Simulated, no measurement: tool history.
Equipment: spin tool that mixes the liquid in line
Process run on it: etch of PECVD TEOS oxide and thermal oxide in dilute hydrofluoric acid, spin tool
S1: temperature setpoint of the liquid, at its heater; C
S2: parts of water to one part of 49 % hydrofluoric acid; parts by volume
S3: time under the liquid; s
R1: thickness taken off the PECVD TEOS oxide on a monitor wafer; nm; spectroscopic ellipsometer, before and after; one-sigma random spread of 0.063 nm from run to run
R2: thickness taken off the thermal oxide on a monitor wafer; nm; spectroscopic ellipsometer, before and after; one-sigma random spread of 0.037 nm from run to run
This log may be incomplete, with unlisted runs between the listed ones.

{"run": 1, "hour": 0.0, "S1": 23, "S2": 215, "S3": 180, "R1": 5.971, "R2": 3.139}
{"run": 2, "hour": 7.3, "S1": 25, "S2": 215, "S3": 180, "R1": 6.3648, "R2": 3.4786}
{"run": 3, "hour": 15.5, "S1": 25, "S2": 205, "S3": 180, "R1": 6.7722, "R2": 3.5809}
{"run": 4, "hour": 17.1, "S1": 26, "S2": 205, "S3": 180, "R1": 6.9854, "R2": 3.7654}
{"run": 5, "hour": 20.7, "S1": 26.5, "S2": 205, "S3": 180, "R1": 7.1736, "R2": 3.8558}
{"run": 6, "hour": 21.8, "S1": 26.5, "S2": 145, "S3": 180, "R1": 10.863, "R2": 5.8825}

Run 7, settings as shown, results not yet in. Your forecast:
{"run": 7, "hour": 28.3, "S1": 24, "S2": 150, "S3": 180, "R1": "?", "R2": "?"}

Run 7 came out at R1 9.5177 nm, R2 5.1679 nm.

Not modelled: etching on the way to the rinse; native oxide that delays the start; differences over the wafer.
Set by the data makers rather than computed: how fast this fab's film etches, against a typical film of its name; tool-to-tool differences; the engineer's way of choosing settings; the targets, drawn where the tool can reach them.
